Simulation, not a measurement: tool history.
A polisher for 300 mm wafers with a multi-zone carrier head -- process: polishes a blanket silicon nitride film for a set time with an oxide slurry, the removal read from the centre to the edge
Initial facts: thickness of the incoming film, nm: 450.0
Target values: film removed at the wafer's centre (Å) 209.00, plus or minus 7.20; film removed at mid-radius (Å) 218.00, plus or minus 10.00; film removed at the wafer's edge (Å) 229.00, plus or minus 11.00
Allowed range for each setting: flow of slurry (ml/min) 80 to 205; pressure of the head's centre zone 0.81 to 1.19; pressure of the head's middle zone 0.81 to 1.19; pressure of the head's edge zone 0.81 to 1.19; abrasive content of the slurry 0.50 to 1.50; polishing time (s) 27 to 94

run,day,flow of slurry (ml/min),pressure of the head's centre zone,pressure of the head's middle zone,pressure of the head's edge zone,abrasive content of the slurry,polishing time (s),film removed at the wafer's centre (Å),film removed at mid-radius (Å),film removed at the wafer's edge (Å)
1,0.000,135,1.00,1.00,1.00,1.00,60,353.90,355.67,354.34
2,0.375,135,1.00,1.00,1.00,0.80,60,328.01,335.98,336.76
3,0.496,120,1.00,1.00,1.00,0.80,60,323.41,327.80,325.89
4,0.792,120,1.00,1.00,1.00,1.00,60,343.53,342.49,349.24
5,0.829,115,0.98,0.98,0.98,0.90,58,317.69,326.11,320.68
6,0.908,115,0.98,0.91,0.98,0.90,58,307.42,298.35,314.27
7,1.188,110,0.96,0.90,0.97,0.80,57,277.46,276.34,300.44
8,1.525,110,0.96,0.90,0.97,0.80,57,281.75,277.40,297.74
9,1.804,105,0.95,0.89,0.95,0.75,56,264.27,253.91,277.40
10,1.938,105,0.93,0.90,0.93,0.70,56,256.96,256.63,276.63
11,2.117,105,0.92,0.90,0.92,0.65,55,242.42,239.47,263.20
12,2.296,100,0.91,0.91,0.90,0.60,55,225.27,233.61,248.74
13,2.646,95,0.91,0.91,0.89,0.60,55,224.12,232.65,243.79
14,2.912,95,0.91,0.91,0.88,0.60,55,224.01,237.65,240.53
15,3.071,95,0.91,0.90,0.88,0.60,55,223.04,228.44,249.65
16,3.354,95,0.91,0.91,0.88,0.60,55,226.10,233.12,236.94
17,3.600,85,0.88,0.88,0.86,0.55,55,198.58,214.59,225.15

5 next moves are on the table. One of them brings every result within its allowed miss. Which?
A,3.846,80,0.92,0.90,0.83,0.55,52,?,?,?
B,3.846,80,1.00,1.16,0.81,0.95,43,?,?,?
C,3.846,80,0.99,1.13,0.81,0.75,47,?,?,?
D,3.846,90,0.93,0.93,0.94,0.55,52,?,?,?
E,3.846,80,1.01,1.19,0.81,0.75,46,?,?,?

move,film removed at the wafer's centre (Å),film removed at mid-radius (Å),film removed at the wafer's edge (Å)
A,193.26,198.78,209.20
B,206.99,242.14,202.74
C,207.65,239.96,205.57
D,206.55,214.15,228.16
E,207.45,245.55,201.04
A: moves away from the targets compared with the last run
B: meets the target for the result that was furthest off, but another lies outside its allowed miss
C: meets the target for the result that was furthest off, but another lies outside its allowed miss
D: hits every target within its allowed miss
E: meets the target for the result that was furthest off, but another lies outside its allowed miss
So the answer is move D, the one that meets all the targets.
